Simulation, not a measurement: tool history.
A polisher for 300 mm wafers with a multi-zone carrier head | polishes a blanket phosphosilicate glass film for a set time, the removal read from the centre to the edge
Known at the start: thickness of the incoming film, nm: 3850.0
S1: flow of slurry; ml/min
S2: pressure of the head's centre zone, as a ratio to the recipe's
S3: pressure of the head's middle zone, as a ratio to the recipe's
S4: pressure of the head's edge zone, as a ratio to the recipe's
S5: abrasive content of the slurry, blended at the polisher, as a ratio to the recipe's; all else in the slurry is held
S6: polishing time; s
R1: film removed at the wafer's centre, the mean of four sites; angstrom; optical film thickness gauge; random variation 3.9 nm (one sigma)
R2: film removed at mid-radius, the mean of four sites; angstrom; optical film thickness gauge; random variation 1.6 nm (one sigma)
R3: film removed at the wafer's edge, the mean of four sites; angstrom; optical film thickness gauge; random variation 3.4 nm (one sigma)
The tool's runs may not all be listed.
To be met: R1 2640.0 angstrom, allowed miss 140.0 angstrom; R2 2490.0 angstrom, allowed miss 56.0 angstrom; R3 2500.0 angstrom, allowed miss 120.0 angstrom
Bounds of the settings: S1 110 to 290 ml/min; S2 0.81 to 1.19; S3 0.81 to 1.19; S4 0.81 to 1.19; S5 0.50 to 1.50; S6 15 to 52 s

run,hour,S1,S2,S3,S4,S5,S6,R1,R2,R3
1,0.0,185,1.00,1.00,1.00,1.00,33,2742.6,2887.4,3051.3
2,3.0,180,1.01,1.00,0.98,1.00,33,2837.4,2921.3,2944.6
3,9.2,180,0.97,1.00,0.98,1.00,33,2763.1,2916.9,2912.1
4,13.0,175,0.97,0.99,0.97,1.00,33,2710.3,2892.5,2936.3
5,16.3,175,0.97,0.99,1.03,1.00,33,2777.0,2861.6,2971.5
6,20.8,175,0.97,0.99,1.03,1.00,41,3388.2,3596.5,3829.6
7,25.3,170,0.98,0.98,1.01,0.95,41,3279.0,3418.7,3493.7
8,31.5,120,0.94,0.88,0.91,0.75,41,2465.8,2500.1,2764.0
9,36.3,120,0.95,0.88,0.90,0.75,41,2525.5,2511.1,2725.8
10,41.8,120,1.01,0.90,0.81,0.70,41,2542.5,2442.9,2429.0

4 next moves are on the table. One of them brings every result within its allowed miss. Which?
A,47.3,135,0.89,0.88,0.90,0.65,43,?,?,?
B,47.3,145,1.12,1.02,0.81,0.70,37,?,?,?
C,47.3,115,1.04,0.94,0.83,0.90,34,?,?,?
D,47.3,110,1.00,0.90,0.81,0.70,40,?,?,?

move,R1,R2,R3
A,2246.0,2371.7,2611.8
B,2640.8,2493.9,2305.9
C,2598.8,2484.8,2517.9
D,2409.3,2315.2,2413.5
A: further off than the last run
B: brings the result that was furthest off to its target, and leaves another outside
C: meets every target
D: further off than the last run
Move C is the one to make.

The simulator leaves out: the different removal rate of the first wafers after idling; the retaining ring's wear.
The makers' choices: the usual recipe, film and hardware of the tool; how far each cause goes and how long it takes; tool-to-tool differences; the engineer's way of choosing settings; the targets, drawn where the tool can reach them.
